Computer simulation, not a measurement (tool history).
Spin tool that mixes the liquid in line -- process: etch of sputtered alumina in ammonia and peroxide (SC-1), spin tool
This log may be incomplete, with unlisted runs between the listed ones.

run    day  temperature setpoint of the liquid (K)  parts of 29 % ammonia solution to one part of 30 % peroxide (parts by volume)  time under the liquid (s)  thickness taken off the sputtered alumina on a monitor wafer (Å)
  1      0                                  332.15                                                                            0.8                         80                                                            100.18
  2  0.275                                  330.15                                                                            0.8                         80                                                            91.361
  3  0.479                                  328.65                                                                            0.8                         80                                                             84.89
  4  0.812                                  328.65                                                                           0.95                         80                                                            84.768
  5  1.142                                  327.15                                                                           0.95                         80                                                             79.67
  6  1.417                                  327.15                                                                            0.7                         80                                                            76.029
  7  1.675                                  326.15                                                                            0.7                         80                                                            72.269
  8   1.75                                  326.15                                                                            0.7                         80                                                            71.604
  9  1.942                                  325.15                                                                            0.7                         80                                                            69.097
 10   2.15                                  324.15                                                                            0.7                         80                                                            65.166

Run 11 is up next; what results do you expect?
 11  2.517                                  316.65                                                                            0.7                         80                                                                 ?

thickness taken off the sputtered alumina on a monitor wafer (Å): 43.465

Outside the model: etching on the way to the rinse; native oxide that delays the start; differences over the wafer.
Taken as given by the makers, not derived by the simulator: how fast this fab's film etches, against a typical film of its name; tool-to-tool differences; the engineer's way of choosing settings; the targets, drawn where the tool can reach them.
